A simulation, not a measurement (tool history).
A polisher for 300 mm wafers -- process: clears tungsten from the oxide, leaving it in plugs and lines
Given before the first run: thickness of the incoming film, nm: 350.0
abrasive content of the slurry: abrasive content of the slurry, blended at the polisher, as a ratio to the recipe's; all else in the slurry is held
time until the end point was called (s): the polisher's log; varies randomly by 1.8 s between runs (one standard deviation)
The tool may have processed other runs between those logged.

run	hour	flow of slurry (ml/min)	pressure of the wafer on the pad (psi)	speed of the pad under the wafer (m/s)	abrasive content of the slurry	overpolish time after the end point (s)	time until the end point was called (s)
1	0.0	280	3.8	1.30	1.00	7	52.263
2	2.9	280	3.8	1.30	1.00	7	52.319
3	8.1	275	3.2	1.08	0.95	7	73.898
4	15.8	275	2.8	1.08	0.95	7	82.579
5	17.6	275	2.8	0.94	0.95	7	96.549
6	19.9	275	2.5	0.86	0.95	7	116.660
7	24.0	275	2.3	0.82	0.95	7	129.900
8	32.1	275	1.7	0.76	0.95	7	177.520

The next listed run, before its measurement:
9	33.1	275	2.0	0.76	0.95	7	?

time until the end point was called (s): 154.990
